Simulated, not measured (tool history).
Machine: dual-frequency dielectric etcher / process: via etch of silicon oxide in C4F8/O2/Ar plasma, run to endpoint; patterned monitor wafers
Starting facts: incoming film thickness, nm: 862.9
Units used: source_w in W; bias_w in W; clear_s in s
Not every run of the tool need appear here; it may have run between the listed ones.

run 1 hour=0 | source_w=1690 bias_w=1563 | clear_s=166.66
run 2 hour=0.6 | source_w=1690 bias_w=1292 | clear_s=180.19
run 3 hour=6.3 | source_w=1690 bias_w=1573 | clear_s=168.26
run 4 hour=7.8 | source_w=1620 bias_w=1556 | clear_s=170.71
run 5 hour=13.6 | source_w=1620 bias_w=1771 | clear_s=164.37
run 6 hour=21 | source_w=1550 bias_w=1744 | clear_s=167.7
run 7 hour=29.9 | source_w=1490 bias_w=1721 | clear_s=174.94
run 8 hour=38.5 | source_w=1450 bias_w=1716 | clear_s=176.36
run 9 hour=39.6 | source_w=1410 bias_w=1710 | clear_s=184.42

Run 10 has not been measured yet. What should we expect?
run 10 hour=44.4 | source_w=1410 bias_w=1710 | clear_s=?

Run 10 yielded clear_s 183 s.
